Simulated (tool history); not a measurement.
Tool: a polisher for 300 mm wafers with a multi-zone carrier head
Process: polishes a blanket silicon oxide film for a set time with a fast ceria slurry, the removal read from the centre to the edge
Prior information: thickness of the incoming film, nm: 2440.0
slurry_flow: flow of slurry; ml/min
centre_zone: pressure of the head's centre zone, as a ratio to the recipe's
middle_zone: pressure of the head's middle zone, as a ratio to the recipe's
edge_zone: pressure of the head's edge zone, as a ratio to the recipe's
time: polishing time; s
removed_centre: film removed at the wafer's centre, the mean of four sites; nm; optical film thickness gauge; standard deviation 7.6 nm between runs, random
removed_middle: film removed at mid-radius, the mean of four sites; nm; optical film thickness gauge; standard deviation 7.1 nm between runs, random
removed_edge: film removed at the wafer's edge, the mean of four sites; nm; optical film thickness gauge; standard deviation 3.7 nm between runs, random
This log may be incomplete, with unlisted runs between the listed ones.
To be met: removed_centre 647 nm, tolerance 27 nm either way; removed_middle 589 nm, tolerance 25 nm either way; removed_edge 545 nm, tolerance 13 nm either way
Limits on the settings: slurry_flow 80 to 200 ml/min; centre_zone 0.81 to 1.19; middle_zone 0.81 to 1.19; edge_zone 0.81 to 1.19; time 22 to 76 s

{"run": 1, "hour": 0.0, "slurry_flow": 130, "centre_zone": 1, "middle_zone": 1, "edge_zone": 1, "time": 49, "removed_centre": 344.91, "removed_middle": 350.63, "removed_edge": 345.26}
{"run": 2, "hour": 3.3, "slurry_flow": 140, "centre_zone": 1.03, "middle_zone": 1.02, "edge_zone": 1.02, "time": 52, "removed_centre": 380.83, "removed_middle": 376.01, "removed_edge": 371.84}
{"run": 3, "hour": 5.6, "slurry_flow": 140, "centre_zone": 1.03, "middle_zone": 1.02, "edge_zone": 1.02, "time": 57, "removed_centre": 424.29, "removed_middle": 408.17, "removed_edge": 411.64}
{"run": 4, "hour": 13.0, "slurry_flow": 140, "centre_zone": 1.03, "middle_zone": 1.02, "edge_zone": 1.02, "time": 66, "removed_centre": 489.47, "removed_middle": 473.95, "removed_edge": 477.32}
{"run": 5, "hour": 19.2, "slurry_flow": 150, "centre_zone": 1.05, "middle_zone": 1.04, "edge_zone": 1.03, "time": 67, "removed_centre": 526.28, "removed_middle": 512.24, "removed_edge": 483.78}
{"run": 6, "hour": 26.1, "slurry_flow": 150, "centre_zone": 1.05, "middle_zone": 1.08, "edge_zone": 1.03, "time": 67, "removed_centre": 508.29, "removed_middle": 516.97, "removed_edge": 483.18}
{"run": 7, "hour": 34.4, "slurry_flow": 155, "centre_zone": 1.06, "middle_zone": 1.08, "edge_zone": 1.04, "time": 68, "removed_centre": 535.51, "removed_middle": 522.36, "removed_edge": 500.61}
{"run": 8, "hour": 38.7, "slurry_flow": 160, "centre_zone": 1.07, "middle_zone": 1.09, "edge_zone": 1.04, "time": 69, "removed_centre": 561.47, "removed_middle": 543.15, "removed_edge": 515.51}
{"hour": 44.4, "done": "worn pad replaced by a new one"}
{"run": 9, "hour": 44.4, "slurry_flow": 165, "centre_zone": 1.08, "middle_zone": 1.1, "edge_zone": 1.04, "time": 69, "removed_centre": 597.47, "removed_middle": 592.74, "removed_edge": 548.49}
{"run": 10, "hour": 45.0, "slurry_flow": 165, "centre_zone": 1.09, "middle_zone": 1.09, "edge_zone": 1.03, "time": 69, "removed_centre": 587.97, "removed_middle": 593.8, "removed_edge": 547.13}
{"run": 11, "hour": 46.4, "slurry_flow": 165, "centre_zone": 1.11, "middle_zone": 1.11, "edge_zone": 1.05, "time": 69, "removed_centre": 620.03, "removed_middle": 601.74, "removed_edge": 553.75}
{"run": 12, "hour": 48.7, "slurry_flow": 165, "centre_zone": 1.12, "middle_zone": 1.1, "edge_zone": 1.04, "time": 69, "removed_centre": 624.46, "removed_middle": 602.49, "removed_edge": 546.96}
{"run": 13, "hour": 57.0, "slurry_flow": 165, "centre_zone": 1.12, "middle_zone": 1.09, "edge_zone": 1.04, "time": 69, "removed_centre": 613.31, "removed_middle": 587.32, "removed_edge": 544.07}

Next run, 4 choices. One meets every target within its allowed miss, the rest don't. Which?
{"run": "A", "hour": 65.3, "slurry_flow": 175, "centre_zone": 1.08, "middle_zone": 1.1, "edge_zone": 1.02, "time": 69, "removed_centre": "?", "removed_middle": "?", "removed_edge": "?"}
{"run": "B", "hour": 65.3, "slurry_flow": 145, "centre_zone": 1.14, "middle_zone": 1.05, "edge_zone": 0.94, "time": 72, "removed_centre": "?", "removed_middle": "?", "removed_edge": "?"}
{"run": "C", "hour": 65.3, "slurry_flow": 140, "centre_zone": 1, "middle_zone": 1.06, "edge_zone": 0.98, "time": 74, "removed_centre": "?", "removed_middle": "?", "removed_edge": "?"}
{"run": "D", "hour": 65.3, "slurry_flow": 145, "centre_zone": 1.08, "middle_zone": 1.11, "edge_zone": 1.08, "time": 67, "removed_centre": "?", "removed_middle": "?", "removed_edge": "?"}

move=A removed_centre=613.77 removed_middle=605.17 removed_edge=548.57
move=B removed_centre=649.17 removed_middle=585.73 removed_edge=539.28
move=C removed_centre=579.74 removed_middle=602.62 removed_edge=560.77
move=D removed_centre=572.32 removed_middle=571.19 removed_edge=531.9
A: about as far from the targets as the last run
B: in spec on every target
C: moves away from the targets compared with the last run
D: moves away from the targets compared with the last run
Correct choice: B, which meets every target
